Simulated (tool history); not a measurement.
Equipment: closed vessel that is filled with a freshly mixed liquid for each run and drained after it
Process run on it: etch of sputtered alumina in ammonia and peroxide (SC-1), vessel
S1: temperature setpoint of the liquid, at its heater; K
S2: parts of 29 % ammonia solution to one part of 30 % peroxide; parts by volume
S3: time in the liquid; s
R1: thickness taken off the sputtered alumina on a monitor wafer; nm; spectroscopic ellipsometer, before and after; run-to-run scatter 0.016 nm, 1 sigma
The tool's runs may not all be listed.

Run 1, hour 0: S1 326.15 K, S2 0.95 parts by volume, S3 35 s. Result: R1 2.2178 nm.
Run 2, hour 8.8: S1 325.65 K, S2 0.95 parts by volume, S3 35 s. Result: R1 2.1257 nm.
Run 3, hour 12.1: S1 325.15 K, S2 0.95 parts by volume, S3 35 s. Result: R1 2.0423 nm.
Run 4, hour 13.8: S1 325.15 K, S2 0.95 parts by volume, S3 35 s. Result: R1 2.0832 nm.
Run 5, hour 21.2: S1 329.15 K, S2 0.95 parts by volume, S3 35 s. Result: R1 2.5651 nm.
Run 6, hour 29.7: S1 329.15 K, S2 0.8 parts by volume, S3 35 s. Result: R1 2.4998 nm.
Run 7, hour 33.6: S1 328.15 K, S2 0.8 parts by volume, S3 35 s. Result: R1 2.4111 nm.

Run 8 is up next; what results do you expect?
Run 8, hour 37.4: S1 327.15 K, S2 0.8 parts by volume, S3 35 s. Result: R1 ?.

R1: 2.2526 nm
